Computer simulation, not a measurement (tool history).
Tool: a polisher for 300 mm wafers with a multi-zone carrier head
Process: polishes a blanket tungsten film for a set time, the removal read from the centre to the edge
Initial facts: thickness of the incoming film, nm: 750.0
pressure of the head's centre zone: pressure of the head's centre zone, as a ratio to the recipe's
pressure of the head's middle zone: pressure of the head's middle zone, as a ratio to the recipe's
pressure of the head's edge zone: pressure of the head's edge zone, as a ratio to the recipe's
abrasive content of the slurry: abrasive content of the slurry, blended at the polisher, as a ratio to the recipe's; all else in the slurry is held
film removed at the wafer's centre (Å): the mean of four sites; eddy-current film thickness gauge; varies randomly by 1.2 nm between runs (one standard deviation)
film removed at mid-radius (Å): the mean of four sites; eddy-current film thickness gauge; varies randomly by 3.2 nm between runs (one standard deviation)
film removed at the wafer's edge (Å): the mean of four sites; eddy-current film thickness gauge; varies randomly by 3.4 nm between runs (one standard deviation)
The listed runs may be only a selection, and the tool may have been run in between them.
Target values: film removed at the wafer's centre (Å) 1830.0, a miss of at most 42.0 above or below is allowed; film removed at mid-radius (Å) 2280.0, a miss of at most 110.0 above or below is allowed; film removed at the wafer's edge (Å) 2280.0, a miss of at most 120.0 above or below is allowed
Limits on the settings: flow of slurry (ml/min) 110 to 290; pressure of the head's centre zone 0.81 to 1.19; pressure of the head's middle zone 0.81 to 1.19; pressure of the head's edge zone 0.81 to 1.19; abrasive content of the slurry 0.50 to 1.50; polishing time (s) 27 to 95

run	day	flow of slurry (ml/min)	pressure of the head's centre zone	pressure of the head's middle zone	pressure of the head's edge zone	abrasive content of the slurry	polishing time (s)	film removed at the wafer's centre (Å)	film removed at mid-radius (Å)	film removed at the wafer's edge (Å)
1	0.000	185	1.00	1.00	1.00	1.00	61	1839.9	1767.9	1846.2
2	0.204	190	0.96	1.05	1.05	1.15	62	1853.8	1978.6	1961.4
3	0.525	190	0.96	0.97	1.05	1.15	62	1835.9	1860.5	1939.1
4	0.625	185	0.93	0.99	1.10	1.25	63	1823.6	1944.5	2031.8
5	0.912	185	0.91	1.01	1.13	1.35	64	1847.2	1988.8	2157.6
6	1.038	155	0.91	1.01	1.13	1.35	64	1762.8	1964.7	2147.1
7	1.162	160	0.90	1.06	1.13	1.40	64	1781.4	2046.5	2120.0
8	1.229	155	0.89	1.08	1.14	1.45	65	1795.5	2137.4	2147.3

Exercise: of the 4 proposed moves below, exactly one satisfies all targets within the stated allowed misses. Which move is it?
A	1.296	170	0.84	1.07	1.08	1.45	69	?	?	?
B	1.296	160	0.96	1.02	1.04	1.45	65	?	?	?
C	1.296	180	0.99	1.10	1.07	1.50	61	?	?	?
D	1.296	180	0.93	1.19	1.04	1.50	61	?	?	?

move	film removed at the wafer's centre (Å)	film removed at mid-radius (Å)	film removed at the wafer's edge (Å)
A	1851.4	2282.8	2292.1
B	1970.6	2041.2	2104.0
C	1966.3	2098.9	2044.2
D	1847.4	2246.8	2013.3
A: all results land within tolerance of their targets
B: further off than the last run
C: further off than the last run
D: puts the biggest miss on target and leaves a different result outside tolerance
Correct choice: A, which meets every target
